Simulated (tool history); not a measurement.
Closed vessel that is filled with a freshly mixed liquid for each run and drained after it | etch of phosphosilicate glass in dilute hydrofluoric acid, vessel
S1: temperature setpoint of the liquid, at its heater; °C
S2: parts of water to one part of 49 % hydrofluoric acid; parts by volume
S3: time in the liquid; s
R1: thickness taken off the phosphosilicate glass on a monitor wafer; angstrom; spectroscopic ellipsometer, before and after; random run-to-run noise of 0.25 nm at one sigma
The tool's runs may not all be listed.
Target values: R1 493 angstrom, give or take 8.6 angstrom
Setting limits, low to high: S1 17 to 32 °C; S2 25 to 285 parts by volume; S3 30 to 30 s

run,day,S1,S2,S3,R1
1,0,24,155,30,192.49
2,0.233,25,145,30,214.8
3,0.283,26,135,30,243.66
4,0.562,26.5,130,30,258.96
5,0.867,26.5,110,30,313.23
6,1.129,28,110,30,335.64
7,1.425,28.5,105,30,358.46
8,1.742,29,105,30,367.61
9,2.008,29.5,105,30,370.59
10,2.096,29.5,105,30,372.05
11,2.421,30,105,30,378.39
12,2.742,30,100,30,398.61
13,2.779,32,80,30,558.35
14,2.854,31.5,80,30,544.15

Exactly one of the 4 candidate moves below puts every result within its allowed miss. Which one?
A,2.929,29.5,85,30,?
B,2.929,28,80,30,?
C,2.929,30.5,85,30,?
D,2.929,32,85,30,?

move,R1
A,475.66
B,480.41
C,494.08
D,522.72
A: moves the result that the last run missed by most past its target, out the other side
B: moves the result that the last run missed by most past its target, out the other side
C: each result inside its tolerance
D: closer than the last run, but not yet in spec
Move C is the one to make.
